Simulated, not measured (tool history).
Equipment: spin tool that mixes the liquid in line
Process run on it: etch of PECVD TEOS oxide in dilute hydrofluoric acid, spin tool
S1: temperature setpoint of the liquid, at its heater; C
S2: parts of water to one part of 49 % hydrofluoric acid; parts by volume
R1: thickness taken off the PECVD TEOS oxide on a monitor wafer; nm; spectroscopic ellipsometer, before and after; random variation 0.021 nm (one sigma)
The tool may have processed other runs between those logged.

run 1 hour=0 | S1=26 S2=240 time_under_the_liquid_(s)=45 | R1=3.7864
run 2 hour=4.2 | S1=25 S2=250 time_under_the_liquid_(s)=45 | R1=3.4271
run 3 hour=10.5 | S1=23.5 S2=250 time_under_the_liquid_(s)=45 | R1=3.2885
run 4 hour=17.2 | S1=23.5 S2=305 time_under_the_liquid_(s)=45 | R1=2.567
run 5 hour=22.7 | S1=26.5 S2=305 time_under_the_liquid_(s)=45 | R1=2.8162
run 6 hour=25.1 | S1=29.5 S2=305 time_under_the_liquid_(s)=45 | R1=3.1275
run 7 hour=27 | S1=29.5 S2=305 time_under_the_liquid_(s)=45 | R1=3.157
run 8 hour=29.1 | S1=28.5 S2=305 time_under_the_liquid_(s)=45 | R1=3.002
run 9 hour=30.4 | S1=27.5 S2=305 time_under_the_liquid_(s)=45 | R1=2.9537

Expected results for the next run?
run 10 hour=34 | S1=26.5 S2=305 time_under_the_liquid_(s)=45 | R1=?

Run 10 yielded R1 2.8342 nm.
